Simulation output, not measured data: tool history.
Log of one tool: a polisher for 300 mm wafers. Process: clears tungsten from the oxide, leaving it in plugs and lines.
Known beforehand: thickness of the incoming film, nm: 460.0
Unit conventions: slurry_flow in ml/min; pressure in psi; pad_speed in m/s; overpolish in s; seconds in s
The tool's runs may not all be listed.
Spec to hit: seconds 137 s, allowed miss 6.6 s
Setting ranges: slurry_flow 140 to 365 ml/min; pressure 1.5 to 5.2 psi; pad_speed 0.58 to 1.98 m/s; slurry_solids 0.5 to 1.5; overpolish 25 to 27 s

run 1 hour=0 | slurry_flow=235 pressure=3.3 pad_speed=1.28 slurry_solids=1 overpolish=25 | seconds=89.06
run 2 hour=5.7 | slurry_flow=235 pressure=2.9 pad_speed=1.26 slurry_solids=1 overpolish=25 | seconds=105.31
run 3 hour=9.4 | slurry_flow=190 pressure=2.9 pad_speed=1.26 slurry_solids=1 overpolish=25 | seconds=106.83
run 4 hour=17.5 | slurry_flow=190 pressure=2.9 pad_speed=1.26 slurry_solids=1 overpolish=27 | seconds=105.36
-- hour=24.8 head pressure recalibrated
run 5 hour=24.8 | slurry_flow=190 pressure=2.9 pad_speed=1.26 slurry_solids=1 overpolish=25 | seconds=110.22
run 6 hour=27.7 | slurry_flow=190 pressure=2.9 pad_speed=1.26 slurry_solids=0.9 overpolish=25 | seconds=117.93
run 7 hour=35.4 | slurry_flow=190 pressure=2.8 pad_speed=1.26 slurry_solids=0.9 overpolish=25 | seconds=116.51
run 8 hour=36.5 | slurry_flow=190 pressure=2.7 pad_speed=1.26 slurry_solids=0.9 overpolish=25 | seconds=125.18
run 9 hour=45.2 | slurry_flow=190 pressure=2.6 pad_speed=1.26 slurry_solids=0.9 overpolish=25 | seconds=126.75

Pick the move, out of 4, that brings all results within their allowed miss; only one does.
run A hour=53.9 | slurry_flow=220 pressure=3.1 pad_speed=1.22 slurry_solids=0.8 overpolish=27 | seconds=?
run B hour=53.9 | slurry_flow=165 pressure=2.8 pad_speed=1.2 slurry_solids=1.05 overpolish=25 | seconds=?
run C hour=53.9 | slurry_flow=215 pressure=2.6 pad_speed=1.3 slurry_solids=1 overpolish=25 | seconds=?
run D hour=53.9 | slurry_flow=145 pressure=2.2 pad_speed=1.42 slurry_solids=0.9 overpolish=25 | seconds=?

move=A seconds=112.61
move=B seconds=120.22
move=C seconds=118.77
move=D seconds=137.79
A: moves away from the targets compared with the last run
B: moves away from the targets compared with the last run
C: moves away from the targets compared with the last run
D: in spec on every target
Go with D: it meets all targets.
